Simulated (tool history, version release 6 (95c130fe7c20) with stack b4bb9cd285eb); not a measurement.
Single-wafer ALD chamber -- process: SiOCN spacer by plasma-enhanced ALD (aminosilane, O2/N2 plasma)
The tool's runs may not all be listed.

run,hour,heater temperature setpoint (deg C),number of ALD cycles (cycles),mean film thickness on the monitor wafer (nm)
1,0.0,395,52,2.9135
2,5.8,395,49,2.7715
3,12.4,395,51,2.8691
4,19.4,395,53,2.9879
5,28.5,404,53,2.9462
6,36.1,412,53,2.8864
7,37.5,410,54,2.9435
8,43.1,408,55,3.0309
9,51.3,407,56,3.1005
10,55.1,406,57,3.1593
11,62.6,405,57,3.1754
12,69.3,404,57,3.1641

The next listed run, before its measurement:
13,76.3,403,57,?

{"run 13": {"mean film thickness on the monitor wafer (nm)": 3.1779}}
